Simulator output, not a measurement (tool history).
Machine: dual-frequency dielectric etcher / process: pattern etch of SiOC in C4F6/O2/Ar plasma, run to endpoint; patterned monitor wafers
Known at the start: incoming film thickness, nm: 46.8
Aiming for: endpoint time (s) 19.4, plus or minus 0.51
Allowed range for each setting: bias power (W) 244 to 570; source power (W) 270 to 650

run 1 hour=0 | bias_power_(W)=407 source_power_(W)=460 | endpoint_time_(s)=17.123
run 2 hour=0.8 | bias_power_(W)=445 source_power_(W)=460 | endpoint_time_(s)=16.784
run 3 hour=5.1 | bias_power_(W)=432 source_power_(W)=450 | endpoint_time_(s)=17.097
run 4 hour=11.6 | bias_power_(W)=432 source_power_(W)=490 | endpoint_time_(s)=16.464
run 5 hour=14.8 | bias_power_(W)=418 source_power_(W)=480 | endpoint_time_(s)=16.555
run 6 hour=17.8 | bias_power_(W)=411 source_power_(W)=470 | endpoint_time_(s)=16.76
run 7 hour=25.2 | bias_power_(W)=407 source_power_(W)=450 | endpoint_time_(s)=17.036
run 8 hour=26 | bias_power_(W)=402 source_power_(W)=430 | endpoint_time_(s)=17.883
run 9 hour=29.2 | bias_power_(W)=395 source_power_(W)=430 | endpoint_time_(s)=17.966
run 10 hour=33.6 | bias_power_(W)=388 source_power_(W)=430 | endpoint_time_(s)=18.044

Exercise: of the 4 proposed moves below, exactly one satisfies all targets within the stated allowed misses. Which move is it?
run A hour=38 | bias_power_(W)=402 source_power_(W)=320 | endpoint_time_(s)=?
run B hour=38 | bias_power_(W)=373 source_power_(W)=540 | endpoint_time_(s)=?
run C hour=38 | bias_power_(W)=415 source_power_(W)=530 | endpoint_time_(s)=?
run D hour=38 | bias_power_(W)=422 source_power_(W)=510 | endpoint_time_(s)=?

move=A endpoint_time_(s)=19.061
move=B endpoint_time_(s)=16.62
move=C endpoint_time_(s)=16.085
move=D endpoint_time_(s)=16.188
A: meets every target
B: moves away from the targets compared with the last run
C: moves away from the targets compared with the last run
D: moves away from the targets compared with the last run
The right move is A.
